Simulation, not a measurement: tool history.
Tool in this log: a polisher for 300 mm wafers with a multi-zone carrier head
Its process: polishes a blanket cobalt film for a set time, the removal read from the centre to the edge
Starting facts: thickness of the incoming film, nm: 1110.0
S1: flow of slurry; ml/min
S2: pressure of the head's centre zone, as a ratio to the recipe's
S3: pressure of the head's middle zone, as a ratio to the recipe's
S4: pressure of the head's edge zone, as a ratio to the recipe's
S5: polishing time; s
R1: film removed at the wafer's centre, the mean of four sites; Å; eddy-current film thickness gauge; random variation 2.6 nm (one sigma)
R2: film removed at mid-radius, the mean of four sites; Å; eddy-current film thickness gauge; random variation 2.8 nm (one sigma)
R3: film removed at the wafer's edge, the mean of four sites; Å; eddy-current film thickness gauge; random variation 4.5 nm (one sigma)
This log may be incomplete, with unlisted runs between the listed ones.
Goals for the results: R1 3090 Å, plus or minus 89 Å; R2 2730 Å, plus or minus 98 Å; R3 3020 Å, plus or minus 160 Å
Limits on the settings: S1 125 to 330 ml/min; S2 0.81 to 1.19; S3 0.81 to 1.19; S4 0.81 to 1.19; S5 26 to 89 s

run  hour   S1    S2    S3    S4  S5      R1      R2      R3
  1     0  210     1     1     1  57  3048.6  3170.3    3131
  2   2.1  210     1     1     1  49  2705.4  2681.5    2615
  3   3.7  225  1.02  0.98  1.04  50  2816.1  2715.7  2778.2
  4   4.7  225  1.09  0.98  1.04  50  3018.6    2718  2830.9
  5  12.1  225  1.09  0.98  1.04  43  2581.6  2332.3  2386.6
  6    13  225  1.09  0.93  1.04  43  2549.6  2251.1  2396.8
  7  21.6  235   1.1  0.95  1.08  45  2755.7  2412.3  2502.4
  8  24.7  210   1.1  0.94  1.08  48  2844.4  2523.1  2643.8
  9  25.9  230  1.08  0.92  1.09  49  2888.8  2611.4  2818.4

Next run, 5 choices. One meets every target within its allowed miss, the rest don't. Which?
  A  27.1  190  1.01  0.89   1.1  53   ?   ?   ?
  B  27.1  225  1.03  0.87  1.14  50   ?   ?   ?
  C  27.1  245  1.12  0.88   1.1  50   ?   ?   ?
  D  27.1  195  1.09  1.11  1.02  47   ?   ?   ?
  E  27.1  155  1.04  0.89  1.04  58   ?   ?   ?

move      R1      R2      R3
   A    2853  2627.9  2983.4
   B    2823  2494.4  2921.3
   C  3109.6  2544.8  2892.1
   D    2749  2818.3  2548.6
   E  3084.3  2771.1  3089.8
A: misses by more than the last run did
B: misses by more than the last run did
C: gets the furthest-off result to its target, but another result is out of tolerance
D: misses by more than the last run did
E: hits every target within its allowed miss
Correct choice: E, which meets every target
